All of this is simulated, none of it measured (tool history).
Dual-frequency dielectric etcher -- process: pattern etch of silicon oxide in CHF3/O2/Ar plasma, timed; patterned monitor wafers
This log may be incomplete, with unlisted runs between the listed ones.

| run | hour | source power (W) | bias power (W) | etch time (s) | mean etch depth across the wafer (angstrom) |
|---|---|---|---|---|---|
| 1 | 0.0 | 490 | 228 | 261.0 | 5180.5 |
| 2 | 8.1 | 490 | 228 | 261.0 | 5222.2 |
| 3 | 16.8 | 490 | 198 | 261.0 | 5009.8 |
| 4 | 18.5 | 490 | 177 | 261.0 | 4906.4 |
| 5 | 24.8 | 490 | 215 | 261.0 | 5150.4 |
| 6 | 33.5 | 560 | 215 | 261.0 | 5446.3 |

The next listed run, before its measurement:
|  | 36.9 | bias power generator calibrated |
| 7 | 36.9 | 530 | 209 | 259.5 | ? |

Run 7 came out at mean etch depth across the wafer (angstrom) 5272.4.
